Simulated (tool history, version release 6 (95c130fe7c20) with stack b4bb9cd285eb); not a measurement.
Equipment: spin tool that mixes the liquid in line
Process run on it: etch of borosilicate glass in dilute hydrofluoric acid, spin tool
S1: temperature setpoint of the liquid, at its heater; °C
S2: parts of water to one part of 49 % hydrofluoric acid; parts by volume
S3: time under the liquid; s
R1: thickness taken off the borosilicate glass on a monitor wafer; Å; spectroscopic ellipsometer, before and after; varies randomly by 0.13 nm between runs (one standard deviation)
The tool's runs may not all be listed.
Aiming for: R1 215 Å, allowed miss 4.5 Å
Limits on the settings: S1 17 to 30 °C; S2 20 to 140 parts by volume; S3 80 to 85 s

run	day	S1	S2	S3	R1
1	0	22	75	80	275.61
2	0.192	21.5	75	80	274.16
3	0.512	21.5	55	80	382.56
4	0.692	21	60	80	333.7
5	0.729	20.5	60	80	330.05
6	0.825	23	60	80	367.15
7	1.129	22.5	60	80	355.01
8	1.25	22	65	80	323.06
9	1.525	21.5	65	80	311.39
# day 1.754: thermometer replaced
10	1.754	21	65	80	338.57

Consider the 5 candidate settings below. Which is the only one whose results all fall within their allowed miss of target?
A	1.983	20.5	55	80	?
B	1.983	20.5	85	80	?
C	1.983	17	85	80	?
D	1.983	19.5	105	85	?
E	1.983	23	60	85	?

move	R1
A	396.28
B	247.48
C	213.7
D	199.72
E	425.68
A: further off than the last run
B: better than the last run, though not everything is in spec
C: in spec on every target
D: takes the biggest miss from the last run beyond its target
E: further off than the last run
The right move is C.
